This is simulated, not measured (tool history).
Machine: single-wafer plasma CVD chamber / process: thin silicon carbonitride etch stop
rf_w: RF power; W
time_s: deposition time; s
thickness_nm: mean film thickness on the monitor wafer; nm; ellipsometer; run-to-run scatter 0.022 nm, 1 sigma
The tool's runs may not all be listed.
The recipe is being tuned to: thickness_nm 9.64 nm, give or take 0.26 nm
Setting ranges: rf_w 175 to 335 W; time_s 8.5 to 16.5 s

run	day	rf_w	time_s	thickness_nm
1	0	255	12.5	7.352
2	0.342	255	13.9	8.1718
3	0.5	255	12.2	7.1726
4	0.592	225	12.2	6.9471
5	0.883	240	13.2	7.6742
6	0.983	250	13.9	8.0904
7	1.308	260	14.5	8.5775
8	1.338	265	14.9	8.8345

Which one of the following 4 next-run settings gets every result inside its allowed miss? There is exactly one.
A	1.367	305	15.1	?
B	1.367	270	15.3	?
C	1.367	290	14.8	?
D	1.367	280	15.9	?

move	thickness_nm
A	9.2216
B	9.0827
C	8.9322
D	9.5182
A: gains on the last run, yet a result remains outside its allowed miss
B: gains on the last run, yet a result remains outside its allowed miss
C: gains on the last run, yet a result remains outside its allowed miss
D: hits every target within its allowed miss
Go with D: it meets all targets.
